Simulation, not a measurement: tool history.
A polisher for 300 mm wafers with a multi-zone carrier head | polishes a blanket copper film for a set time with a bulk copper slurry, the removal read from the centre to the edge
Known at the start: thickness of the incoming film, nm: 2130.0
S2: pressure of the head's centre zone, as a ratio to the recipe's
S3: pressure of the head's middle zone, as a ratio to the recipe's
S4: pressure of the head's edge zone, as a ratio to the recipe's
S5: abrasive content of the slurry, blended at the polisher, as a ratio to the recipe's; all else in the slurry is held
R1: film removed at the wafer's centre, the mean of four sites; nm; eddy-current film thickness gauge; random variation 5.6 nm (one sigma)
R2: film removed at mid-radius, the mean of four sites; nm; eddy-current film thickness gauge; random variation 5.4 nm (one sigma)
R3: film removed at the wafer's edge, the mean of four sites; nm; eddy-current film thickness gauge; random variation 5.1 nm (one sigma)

{"run": 1, "hour": 0.0, "flow of slurry (ml/min)": 200, "S2": 1, "S3": 1, "S4": 1, "S5": 1, "polishing time (s)": 46, "R1": 512.91, "R2": 563.92, "R3": 550.67}
{"run": 2, "hour": 6.7, "flow of slurry (ml/min)": 200, "S2": 1.02, "S3": 0.98, "S4": 0.98, "S5": 0.95, "polishing time (s)": 46, "R1": 515.66, "R2": 534.99, "R3": 546.48}
{"run": 3, "hour": 8.8, "flow of slurry (ml/min)": 200, "S2": 1.02, "S3": 0.98, "S4": 0.98, "S5": 0.95, "polishing time (s)": 54, "R1": 602, "R2": 635.63, "R3": 650.23}
{"run": 4, "hour": 14.5, "flow of slurry (ml/min)": 205, "S2": 1.04, "S3": 0.98, "S4": 0.96, "S5": 0.9, "polishing time (s)": 52, "R1": 594.34, "R2": 604.54, "R3": 616.97}
{"run": 5, "hour": 22.5, "flow of slurry (ml/min)": 205, "S2": 1.04, "S3": 0.98, "S4": 0.96, "S5": 1.1, "polishing time (s)": 52, "R1": 602.54, "R2": 641.95, "R3": 637.47}
{"run": 6, "hour": 29.0, "flow of slurry (ml/min)": 205, "S2": 1.04, "S3": 0.98, "S4": 0.96, "S5": 0.95, "polishing time (s)": 52, "R1": 599, "R2": 622.97, "R3": 616.99}
{"run": 7, "hour": 34.2, "flow of slurry (ml/min)": 210, "S2": 1.05, "S3": 0.97, "S4": 0.95, "S5": 0.9, "polishing time (s)": 50, "R1": 571.6, "R2": 573.42, "R3": 597.19}

Forecast run 8:
{"run": 8, "hour": 41.2, "flow of slurry (ml/min)": 200, "S2": 1.07, "S3": 0.98, "S4": 0.93, "S5": 0.85, "polishing time (s)": 49, "R1": "?", "R2": "?", "R3": "?"}

{"run 8": {"R1": 551.35, "R2": 573.03, "R3": 559.47}}

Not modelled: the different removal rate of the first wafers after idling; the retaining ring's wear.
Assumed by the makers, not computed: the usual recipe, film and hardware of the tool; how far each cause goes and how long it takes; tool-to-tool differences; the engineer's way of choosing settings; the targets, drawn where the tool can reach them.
